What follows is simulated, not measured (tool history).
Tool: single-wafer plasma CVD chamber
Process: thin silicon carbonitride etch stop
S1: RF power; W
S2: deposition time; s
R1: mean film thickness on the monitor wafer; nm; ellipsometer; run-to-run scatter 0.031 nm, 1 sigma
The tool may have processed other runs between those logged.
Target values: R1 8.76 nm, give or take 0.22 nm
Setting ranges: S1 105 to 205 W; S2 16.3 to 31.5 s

run	day	S1	S2	R1
1	0	155	23.9	11.733
2	0.046	150	22.5	11.018
3	0.242	170	22.5	11.331
4	0.562	165	21.2	10.645
5	0.717	160	20.3	10.132
6	1.017	155	19.7	9.6745
7	1.267	150	19.4	9.4725
8	1.342	145	19.2	9.3287
9	1.554	140	19	9.0645
10	1.821	140	19	9.1016
11	1.925	140	18.9	9.016
12	2.112	140	18.8	9.01
13	2.35	140	18.8	9.0261

Exactly one of the 5 candidate moves below puts every result within its allowed miss. Which one?
A	2.588	130	19.3	?
B	2.588	140	19.4	?
C	2.588	170	18.2	?
D	2.588	150	17.9	?
E	2.588	150	17	?

move	R1
A	9.0473
B	9.2655
C	9.1372
D	8.7007
E	8.2632
A: its largest miss is bigger than the last run's
B: its largest miss is bigger than the last run's
C: its largest miss is bigger than the last run's
D: all results in spec
E: pushes the last run's worst result past its target
Move D is the one to make.

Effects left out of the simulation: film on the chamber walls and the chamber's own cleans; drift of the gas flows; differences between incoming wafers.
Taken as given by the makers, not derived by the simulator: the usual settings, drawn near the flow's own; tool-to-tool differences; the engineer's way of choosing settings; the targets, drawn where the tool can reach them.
